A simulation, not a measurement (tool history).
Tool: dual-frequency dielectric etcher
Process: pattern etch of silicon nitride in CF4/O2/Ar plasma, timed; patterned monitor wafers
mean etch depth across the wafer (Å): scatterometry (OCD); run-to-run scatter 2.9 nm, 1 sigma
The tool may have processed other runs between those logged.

run	hour	source power (W)	bias power (W)	Ar flow (sccm)	CF4 flow (sccm)	etch time (s)	mean etch depth across the wafer (Å)
1	0	400	62	107	110	591	9458.1
2	1.1	390	62	107	110	591	9303.5
3	5.5	380	62	107	110	591	8990.2
4	13.2	370	62	107	110	591	8788.7
5	13.8	420	62	107	110	591	9870.6
6	16.1	470	62	107	110	591	10926
7	23.1	470	62	107	110	591	10964
8	27.5	450	62	107	110	591	10514

Estimate the outcome of run 9 from the log above:
9	31.7	430	62	107	110	591	?

mean etch depth across the wafer (Å): 10073
